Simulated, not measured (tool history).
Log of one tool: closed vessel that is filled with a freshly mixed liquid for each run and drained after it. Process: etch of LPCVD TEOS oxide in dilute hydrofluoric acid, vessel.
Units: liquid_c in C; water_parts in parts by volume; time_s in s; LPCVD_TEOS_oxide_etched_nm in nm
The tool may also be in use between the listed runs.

run 1 day=0 | liquid_c=24 water_parts=265 time_s=180 | LPCVD_TEOS_oxide_etched_nm=15.557
run 2 day=0.312 | liquid_c=24 water_parts=215 time_s=180 | LPCVD_TEOS_oxide_etched_nm=20.322
run 3 day=0.388 | liquid_c=24 water_parts=215 time_s=180 | LPCVD_TEOS_oxide_etched_nm=20.353
run 4 day=0.704 | liquid_c=24 water_parts=215 time_s=145 | LPCVD_TEOS_oxide_etched_nm=16.244
run 5 day=1.05 | liquid_c=24 water_parts=150 time_s=145 | LPCVD_TEOS_oxide_etched_nm=24.836
run 6 day=1.108 | liquid_c=22.5 water_parts=150 time_s=145 | LPCVD_TEOS_oxide_etched_nm=23.694
run 7 day=1.171 | liquid_c=22 water_parts=170 time_s=145 | LPCVD_TEOS_oxide_etched_nm=20.113
run 8 day=1.488 | liquid_c=21.5 water_parts=180 time_s=145 | LPCVD_TEOS_oxide_etched_nm=18.237
run 9 day=1.629 | liquid_c=21 water_parts=190 time_s=145 | LPCVD_TEOS_oxide_etched_nm=16.926
run 10 day=1.858 | liquid_c=21 water_parts=190 time_s=145 | LPCVD_TEOS_oxide_etched_nm=16.824

Run 11 comes next. What will it give?
run 11 day=1.95 | liquid_c=20.5 water_parts=195 time_s=145 | LPCVD_TEOS_oxide_etched_nm=?

LPCVD_TEOS_oxide_etched_nm: 15.889 nm
